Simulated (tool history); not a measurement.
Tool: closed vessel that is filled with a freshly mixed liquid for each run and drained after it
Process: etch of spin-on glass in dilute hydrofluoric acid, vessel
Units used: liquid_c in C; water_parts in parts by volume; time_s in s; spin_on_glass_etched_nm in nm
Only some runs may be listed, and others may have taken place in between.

run    day  liquid_c  water_parts  time_s  spin_on_glass_etched_nm
  1      0        25          200     105                   20.022
  2  0.158        25          250     105                   14.754
  3  0.333      24.5          250     105                   14.685
  4  0.417      24.5          250     110                   15.345
  5  0.462        24          250     110                   14.817
  6  0.625      23.5          250     110                   14.952
  7  0.825        23          250     110                   14.658

For run 8, what comes out?
  8  1.004      22.5          250     110                        ?

{"run 8": {"spin_on_glass_etched_nm": 14.191}}
